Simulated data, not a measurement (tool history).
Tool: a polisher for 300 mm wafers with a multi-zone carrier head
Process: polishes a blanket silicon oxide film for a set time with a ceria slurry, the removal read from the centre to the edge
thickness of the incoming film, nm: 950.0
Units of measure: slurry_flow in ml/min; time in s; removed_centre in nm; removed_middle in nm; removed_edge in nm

run 1 hour=0.0 | slurry_flow=200 centre_zone=1.00 middle_zone=1.00 edge_zone=1.00 time=36 | removed_centre=114.78 removed_middle=111.51 removed_edge=111.12
run 2 hour=2.4 | slurry_flow=200 centre_zone=1.00 middle_zone=0.96 edge_zone=1.00 time=36 | removed_centre=117.51 removed_middle=111.99 removed_edge=112.27
run 3 hour=7.8 | slurry_flow=230 centre_zone=1.00 middle_zone=0.96 edge_zone=1.00 time=36 | removed_centre=118.30 removed_middle=108.97 removed_edge=112.65
run 4 hour=15.3 | slurry_flow=270 centre_zone=1.00 middle_zone=0.96 edge_zone=1.00 time=36 | removed_centre=120.19 removed_middle=110.41 removed_edge=114.80
run 5 hour=19.0 | slurry_flow=290 centre_zone=1.00 middle_zone=0.96 edge_zone=1.00 time=36 | removed_centre=118.63 removed_middle=113.11 removed_edge=114.71
run 6 hour=20.7 | slurry_flow=290 centre_zone=1.00 middle_zone=0.97 edge_zone=1.02 time=37 | removed_centre=121.27 removed_middle=115.19 removed_edge=119.09
run 7 hour=24.6 | slurry_flow=290 centre_zone=1.00 middle_zone=0.98 edge_zone=1.03 time=38 | removed_centre=126.66 removed_middle=120.13 removed_edge=121.73

Run 8 comes next. What will it give?
run 8 hour=28.7 | slurry_flow=290 centre_zone=0.99 middle_zone=0.98 edge_zone=1.04 time=39 | removed_centre=? removed_middle=? removed_edge=?

{"run 8": {"removed_centre": 128.97, "removed_middle": 123.3, "removed_edge": 125.91}}
